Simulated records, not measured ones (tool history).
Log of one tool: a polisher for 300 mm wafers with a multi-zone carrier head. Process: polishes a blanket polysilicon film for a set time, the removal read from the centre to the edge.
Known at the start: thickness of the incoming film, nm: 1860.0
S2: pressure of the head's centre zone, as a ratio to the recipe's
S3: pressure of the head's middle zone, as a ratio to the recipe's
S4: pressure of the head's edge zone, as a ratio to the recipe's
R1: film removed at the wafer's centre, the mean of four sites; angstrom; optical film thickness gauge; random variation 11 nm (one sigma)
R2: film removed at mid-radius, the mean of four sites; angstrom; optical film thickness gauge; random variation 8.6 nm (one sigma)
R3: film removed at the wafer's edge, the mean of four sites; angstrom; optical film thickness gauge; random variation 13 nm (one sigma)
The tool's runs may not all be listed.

{"run": 1, "hour": 0.0, "flow of slurry (ml/min)": 125, "S2": 1.0, "S3": 1.0, "S4": 1.0, "polishing time (s)": 87, "R1": 6945.3, "R2": 6995.2, "R3": 6899.3}
{"run": 2, "hour": 3.2, "flow of slurry (ml/min)": 125, "S2": 1.08, "S3": 1.0, "S4": 1.0, "polishing time (s)": 87, "R1": 7499.2, "R2": 7017.1, "R3": 7059.6}
{"run": 3, "hour": 8.6, "flow of slurry (ml/min)": 125, "S2": 1.03, "S3": 1.0, "S4": 1.0, "polishing time (s)": 87, "R1": 7123.5, "R2": 7031.3, "R3": 6829.9}
{"run": 4, "hour": 9.2, "flow of slurry (ml/min)": 125, "S2": 1.03, "S3": 1.0, "S4": 0.95, "polishing time (s)": 87, "R1": 7134.6, "R2": 7083.7, "R3": 6952.9}
{"run": 5, "hour": 17.3, "flow of slurry (ml/min)": 125, "S2": 1.03, "S3": 0.91, "S4": 0.95, "polishing time (s)": 87, "R1": 7067.9, "R2": 6540.2, "R3": 6948.9}
{"run": 6, "hour": 22.7, "flow of slurry (ml/min)": 125, "S2": 1.03, "S3": 0.83, "S4": 0.95, "polishing time (s)": 87, "R1": 7053.0, "R2": 6294.3, "R3": 7027.6}
{"run": 7, "hour": 25.9, "flow of slurry (ml/min)": 125, "S2": 1.02, "S3": 0.83, "S4": 0.96, "polishing time (s)": 90, "R1": 7368.8, "R2": 6460.6, "R3": 7183.3}
{"run": 8, "hour": 28.5, "flow of slurry (ml/min)": 120, "S2": 1.0, "S3": 0.83, "S4": 0.97, "polishing time (s)": 93, "R1": 7248.9, "R2": 6526.2, "R3": 7306.7}
{"run": 9, "hour": 30.6, "flow of slurry (ml/min)": 120, "S2": 0.98, "S3": 0.83, "S4": 0.98, "polishing time (s)": 96, "R1": 7388.0, "R2": 6874.2, "R3": 7638.2}
{"run": 10, "hour": 32.4, "flow of slurry (ml/min)": 125, "S2": 0.97, "S3": 0.83, "S4": 1.0, "polishing time (s)": 98, "R1": 7661.0, "R2": 6946.1, "R3": 7817.4}
{"run": 11, "hour": 40.0, "flow of slurry (ml/min)": 125, "S2": 0.95, "S3": 0.83, "S4": 1.01, "polishing time (s)": 101, "R1": 7679.2, "R2": 7313.8, "R3": 8434.1}
{"run": 12, "hour": 48.6, "flow of slurry (ml/min)": 130, "S2": 0.95, "S3": 0.84, "S4": 1.01, "polishing time (s)": 101, "R1": 7699.8, "R2": 7430.1, "R3": 8435.5}
{"run": 13, "hour": 51.7, "flow of slurry (ml/min)": 135, "S2": 0.95, "S3": 0.84, "S4": 1.01, "polishing time (s)": 101, "R1": 7588.7, "R2": 7474.4, "R3": 8363.8}

Run 14 comes next. What will it give?
{"run": 14, "hour": 60.6, "flow of slurry (ml/min)": 140, "S2": 0.95, "S3": 0.84, "S4": 1.02, "polishing time (s)": 102, "R1": "?", "R2": "?", "R3": "?"}

Run 14 gave R1 7956.6 angstrom, R2 7619.8 angstrom, R3 8542.1 angstrom.
